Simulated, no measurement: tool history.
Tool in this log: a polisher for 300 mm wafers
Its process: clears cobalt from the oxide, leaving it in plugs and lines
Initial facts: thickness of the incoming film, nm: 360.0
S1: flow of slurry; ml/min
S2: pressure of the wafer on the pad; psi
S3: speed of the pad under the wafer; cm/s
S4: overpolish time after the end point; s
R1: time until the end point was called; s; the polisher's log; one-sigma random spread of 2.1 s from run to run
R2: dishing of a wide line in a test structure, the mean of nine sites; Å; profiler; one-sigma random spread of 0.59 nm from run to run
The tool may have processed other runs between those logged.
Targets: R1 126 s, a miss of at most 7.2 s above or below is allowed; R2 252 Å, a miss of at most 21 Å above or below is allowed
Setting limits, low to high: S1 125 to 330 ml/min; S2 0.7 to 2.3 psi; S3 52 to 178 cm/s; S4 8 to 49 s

run  hour   S1   S2   S3  S4      R1      R2
  1     0  210  1.5  114  25  70.405  468.96
  2   8.4  210  1.5  114  16   72.61  402.63
  3  10.8  165  1.5  114  16  73.544  395.38
  4  19.6  165  1.5  114   8  73.717  276.27
  5  24.7  165  1.5  114   8  71.926  281.38
  6  33.7  165  1.3  112   8  84.344  253.43
  7  38.7  165  1.2  110  10  95.502  272.18
  8  42.8  140  1.1   80   8  124.08  193.03
  9  51.4  195    1   90  20  123.61   353.5
 10  54.4  185    1   88  18  127.03  328.07
 11    58  125  1.2   78   8  118.29  198.19
 12  63.3  130  1.2   78   9  118.06  214.95
 13  69.2  135  1.2   78  10  119.48  229.09
 14  73.3  150  1.1   78  19   124.7  327.96
 15  78.1  150  1.1   78  18  123.05  322.68
 16  78.9  150  1.1   78  17   126.8  311.97
 17  83.8  150  1.1   78  16  119.94  307.26
 18  88.3  150  1.1   78  15  123.05  297.24
 19  90.4  150  1.1   78  14  125.74  279.85

4 next moves are on the table. One of them brings every result within its allowed miss. Which?
  A  92.5  200    1   84  12   ?   ?
  B  92.5  200  1.1  100   8   ?   ?
  C  92.5  125  1.2   88   9   ?   ?
  D  92.5  130    1   80  18   ?   ?

move      R1      R2
   A  129.24  246.08
   B   106.5  211.14
   C   112.2  221.52
   D  140.25  302.96
A: every result within its allowed miss
B: takes the result that was furthest off past its target
C: takes the result that was furthest off past its target
D: moves away from the targets compared with the last run
A meets every target.

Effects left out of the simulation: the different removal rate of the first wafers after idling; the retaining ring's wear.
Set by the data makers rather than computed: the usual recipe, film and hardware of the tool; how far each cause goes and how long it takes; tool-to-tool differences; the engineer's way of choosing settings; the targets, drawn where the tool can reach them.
